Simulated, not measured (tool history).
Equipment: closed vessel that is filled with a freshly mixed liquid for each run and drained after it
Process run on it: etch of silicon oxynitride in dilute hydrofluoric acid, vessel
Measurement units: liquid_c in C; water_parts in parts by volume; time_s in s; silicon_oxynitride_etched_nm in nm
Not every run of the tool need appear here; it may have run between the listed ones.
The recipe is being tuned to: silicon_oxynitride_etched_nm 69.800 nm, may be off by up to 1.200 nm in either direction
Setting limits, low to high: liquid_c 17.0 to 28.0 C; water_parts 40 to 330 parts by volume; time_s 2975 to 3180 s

Run 1, hour 0.0: liquid_c 20.0 C, water_parts 185 parts by volume, time_s 2975 s. Result: silicon_oxynitride_etched_nm 26.351 nm.
Run 2, hour 3.2: liquid_c 20.0 C, water_parts 185 parts by volume, time_s 2975 s. Result: silicon_oxynitride_etched_nm 26.406 nm.
Run 3, hour 10.6: liquid_c 22.5 C, water_parts 155 parts by volume, time_s 2975 s. Result: silicon_oxynitride_etched_nm 36.036 nm.
Run 4, hour 15.7: liquid_c 24.0 C, water_parts 135 parts by volume, time_s 2975 s. Result: silicon_oxynitride_etched_nm 45.472 nm.
Run 5, hour 20.1: liquid_c 21.5 C, water_parts 135 parts by volume, time_s 2975 s. Result: silicon_oxynitride_etched_nm 40.021 nm.
Run 6, hour 25.1: liquid_c 23.5 C, water_parts 125 parts by volume, time_s 2975 s. Result: silicon_oxynitride_etched_nm 48.134 nm.
Run 7, hour 30.0: liquid_c 27.5 C, water_parts 100 parts by volume, time_s 2975 s. Result: silicon_oxynitride_etched_nm 74.487 nm.
Run 8, hour 36.7: liquid_c 27.0 C, water_parts 100 parts by volume, time_s 2975 s. Result: silicon_oxynitride_etched_nm 71.544 nm.
Run 9, hour 40.3: liquid_c 27.0 C, water_parts 100 parts by volume, time_s 2975 s. Result: silicon_oxynitride_etched_nm 72.343 nm.
Run 10, hour 49.5: liquid_c 27.0 C, water_parts 100 parts by volume, time_s 2975 s. Result: silicon_oxynitride_etched_nm 72.819 nm.

4 next moves are on the table. One of them brings every result within its allowed miss. Which?
Run A, hour 58.7: liquid_c 27.5 C, water_parts 115 parts by volume, time_s 3180 s. Result: silicon_oxynitride_etched_nm ?.
Run B, hour 58.7: liquid_c 28.0 C, water_parts 110 parts by volume, time_s 3065 s. Result: silicon_oxynitride_etched_nm ?.
Run C, hour 58.7: liquid_c 28.0 C, water_parts 120 parts by volume, time_s 3180 s. Result: silicon_oxynitride_etched_nm ?.
Run D, hour 58.7: liquid_c 25.5 C, water_parts 105 parts by volume, time_s 3060 s. Result: silicon_oxynitride_etched_nm ?.

move  silicon_oxynitride_etched_nm
   A                        67.406
   B                        69.804
   C                        65.767
   D                        65.390
A: carries the result that was furthest off beyond its target, to the other side
B: all results land within tolerance of their targets
C: carries the result that was furthest off beyond its target, to the other side
D: carries the result that was furthest off beyond its target, to the other side
B meets every target.
